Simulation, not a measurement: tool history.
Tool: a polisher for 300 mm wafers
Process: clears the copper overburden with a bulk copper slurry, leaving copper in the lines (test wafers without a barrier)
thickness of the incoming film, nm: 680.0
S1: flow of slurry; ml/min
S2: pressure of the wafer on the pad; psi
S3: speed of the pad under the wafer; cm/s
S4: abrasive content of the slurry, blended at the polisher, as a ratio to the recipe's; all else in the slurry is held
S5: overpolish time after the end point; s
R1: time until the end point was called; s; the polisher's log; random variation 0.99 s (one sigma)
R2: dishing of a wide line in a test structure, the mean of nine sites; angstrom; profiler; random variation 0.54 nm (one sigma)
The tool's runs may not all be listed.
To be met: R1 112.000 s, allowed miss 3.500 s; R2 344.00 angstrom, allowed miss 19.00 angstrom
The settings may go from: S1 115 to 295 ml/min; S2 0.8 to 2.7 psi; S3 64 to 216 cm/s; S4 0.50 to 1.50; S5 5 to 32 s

run,hour,S1,S2,S3,S4,S5,R1,R2
1,0.0,190,1.7,140,1.00,16,78.616,686.14
2,6.5,190,1.7,140,1.00,11,78.697,537.49
3,10.2,190,1.7,140,1.00,5,78.297,282.64
4,13.2,210,1.7,140,1.00,5,76.893,291.27
5,13.8,210,1.7,158,1.00,5,69.536,323.06
6,16.1,205,1.6,158,1.00,6,74.244,338.82
7,19.0,200,1.5,158,1.00,6,80.747,324.47
8,25.2,195,1.5,158,1.00,6,80.375,331.96
9,32.3,190,1.5,158,1.00,6,79.537,322.88
10,40.4,190,1.5,158,1.00,6,79.987,323.61
11,49.2,170,1.0,154,1.00,14,123.740,420.11
12,54.9,175,1.0,154,1.00,14,123.030,413.75
13,60.3,180,1.0,154,1.00,14,122.900,429.97

4 next moves are on the table. One of them brings every result within its allowed miss. Which?
A,65.7,145,1.0,130,1.00,20,?,?
B,65.7,115,1.0,164,1.00,13,?,?
C,65.7,195,1.0,162,1.15,11,?,?
D,65.7,240,0.9,178,1.05,10,?,?

move,R1,R2
A,147.380,475.51
B,128.510,390.58
C,111.910,382.66
D,114.040,347.37
A: further off than the last run
B: as far off as the last run
C: nearer than the last run, and not there yet
D: meets every target
Move D is the one to make.
